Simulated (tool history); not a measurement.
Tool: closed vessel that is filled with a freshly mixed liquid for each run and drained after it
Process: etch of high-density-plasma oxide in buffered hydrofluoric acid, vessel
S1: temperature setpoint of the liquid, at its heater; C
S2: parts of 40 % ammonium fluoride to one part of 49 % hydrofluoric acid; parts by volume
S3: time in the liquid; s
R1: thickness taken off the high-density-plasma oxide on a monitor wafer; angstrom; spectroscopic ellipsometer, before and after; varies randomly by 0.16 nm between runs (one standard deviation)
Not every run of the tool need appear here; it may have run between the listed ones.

run 1 hour=0 | S1=24 S2=22.5 S3=30 | R1=149.61
run 2 hour=4 | S1=24 S2=26.5 S3=30 | R1=133.7
run 3 hour=13.2 | S1=25 S2=26 S3=30 | R1=145.04
run 4 hour=20.2 | S1=26 S2=26 S3=30 | R1=152.07
run 5 hour=26.5 | S1=26 S2=22.5 S3=30 | R1=165.01
run 6 hour=28.4 | S1=29.5 S2=22.5 S3=30 | R1=202.16

The next listed run, before its measurement:
run 7 hour=35.6 | S1=30 S2=22.5 S3=30 | R1=?

R1: 209.79 angstrom
